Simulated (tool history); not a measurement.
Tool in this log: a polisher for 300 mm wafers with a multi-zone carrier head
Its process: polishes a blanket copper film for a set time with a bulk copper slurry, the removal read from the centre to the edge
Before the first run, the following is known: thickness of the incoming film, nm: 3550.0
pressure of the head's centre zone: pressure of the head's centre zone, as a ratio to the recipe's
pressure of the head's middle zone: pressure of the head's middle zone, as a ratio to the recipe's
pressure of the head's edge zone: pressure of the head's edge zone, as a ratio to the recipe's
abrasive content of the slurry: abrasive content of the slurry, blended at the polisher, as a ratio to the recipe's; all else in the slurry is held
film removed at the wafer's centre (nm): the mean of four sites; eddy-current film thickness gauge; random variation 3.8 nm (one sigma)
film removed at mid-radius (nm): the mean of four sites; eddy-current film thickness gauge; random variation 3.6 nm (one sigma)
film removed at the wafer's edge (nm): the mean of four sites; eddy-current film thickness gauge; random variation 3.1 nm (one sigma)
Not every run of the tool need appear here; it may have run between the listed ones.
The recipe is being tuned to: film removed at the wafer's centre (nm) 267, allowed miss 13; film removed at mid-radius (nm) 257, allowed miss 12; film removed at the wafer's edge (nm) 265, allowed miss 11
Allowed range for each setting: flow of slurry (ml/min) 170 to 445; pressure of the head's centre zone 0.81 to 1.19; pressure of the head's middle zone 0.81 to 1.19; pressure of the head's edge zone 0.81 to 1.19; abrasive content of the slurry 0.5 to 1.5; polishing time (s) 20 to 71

run  hour  flow of slurry (ml/min)  pressure of the head's centre zone  pressure of the head's middle zone  pressure of the head's edge zone  abrasive content of the slurry  polishing time (s)  film removed at the wafer's centre (nm)  film removed at mid-radius (nm)  film removed at the wafer's edge (nm)
  1     0                      285                                   1                                   1                                 1                               1                  45                                   465.85                           449.91                                 463.83
  2   8.5                      285                                   1                                   1                                 1                            1.15                  45                                   473.15                           470.09                                  471.4
  3  13.3                      285                                0.99                                   1                              0.98                            1.05                  40                                   408.12                            417.5                                 409.95
  4  15.5                      285                                0.99                                   1                              0.98                            1.05                  47                                   484.31                           490.28                                 471.63
  5  21.7                      280                                0.98                                0.97                              0.96                            0.95                  42                                   414.02                           414.13                                 407.91
  6    25                      275                                0.97                                0.94                              0.95                            0.85                  39                                   374.13                           371.33                                 371.36
  7  27.7                      270                                0.96                                0.92                              0.94                            0.75                  37                                   342.19                           337.38                                  350.3
  8  28.7                      270                                0.96                                0.91                              0.92                             0.7                  35                                   320.39                           313.64                                 318.46
  9  34.7                      255                                 0.9                                0.81                              0.86                             0.5                  32                                   260.49                            240.9                                 264.73

Which of these 4 next moves meets every target?
  A  40.7                      190                                0.95                                0.88                              0.83                             0.7                  31                                        ?                                ?                                      ?
  B  40.7                      255                                0.88                                0.81                              0.87                             0.5                  31                                        ?                                ?                                      ?
  C  40.7                      235                                0.97                                0.81                               0.9                             0.6                  30                                        ?                                ?                                      ?
  D  40.7                      290                                1.03                                0.84                              0.81                             0.5                  32                                        ?                                ?                                      ?

move  film removed at the wafer's centre (nm)  film removed at mid-radius (nm)  film removed at the wafer's edge (nm)
   A                                   261.35                           252.86                                 260.39
   B                                   241.28                            234.5                                 261.11
   C                                   261.68                           230.72                                 261.73
   D                                   296.95                           253.03                                 264.07
A: all results land within tolerance of their targets
B: lands further from the targets than the last run did
C: lands further from the targets than the last run did
D: puts the biggest miss on target and leaves a different result outside tolerance
Go with A: it meets all targets.
